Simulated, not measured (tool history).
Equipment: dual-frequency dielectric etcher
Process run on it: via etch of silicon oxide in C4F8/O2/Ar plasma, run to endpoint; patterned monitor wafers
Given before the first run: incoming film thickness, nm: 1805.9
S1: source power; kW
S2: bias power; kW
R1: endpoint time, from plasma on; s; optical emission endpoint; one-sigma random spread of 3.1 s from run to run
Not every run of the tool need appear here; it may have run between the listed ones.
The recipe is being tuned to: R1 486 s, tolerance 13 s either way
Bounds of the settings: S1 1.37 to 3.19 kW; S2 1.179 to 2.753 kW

| run | hour | S1 | S2 | R1 |
|---|---|---|---|---|
| 1 | 0 | 2.28 | 1.966 | 351.05 |
| 2 | 0.8 | 2.15 | 1.855 | 364.06 |
| 3 | 7.8 | 2.15 | 1.598 | 379.92 |
| 4 | 16.7 | 2.04 | 1.539 | 392.75 |
| 5 | 24 | 2.04 | 1.799 | 377.94 |
| 6 | 27.4 | 1.73 | 1.799 | 419.16 |
| 7 | 30.7 | 1.68 | 1.754 | 426.74 |
| 8 | 36.3 | 1.37 | 1.36 | 528.11 |
| 9 | 41.8 | 1.4 | 1.364 | 514.23 |
| 10 | 44.1 | 1.42 | 1.367 | 510.11 |
| 11 | 47.9 | 1.44 | 1.369 | 511.42 |
| 12 | 51.6 | 1.46 | 1.371 | 503.84 |
| 13 | 54.2 | 1.47 | 1.373 | 500.06 |

Of the 4 settings listed for the next run, only one would bring every result within its allowed miss of target. Which one?
| A | 56.8 | 1.57 | 1.506 | ? |
| B | 56.8 | 1.43 | 1.255 | ? |
| C | 56.8 | 1.49 | 1.554 | ? |
| D | 56.8 | 1.37 | 1.348 | ? |

| move | R1 |
|---|---|
| A | 463.94 |
| B | 518.26 |
| C | 477.18 |
| D | 525.77 |
A: takes the result that was furthest off past its target
B: its largest miss is bigger than the last run's
C: in spec on every target
D: its largest miss is bigger than the last run's
C is the move that brings every result within its allowed miss.
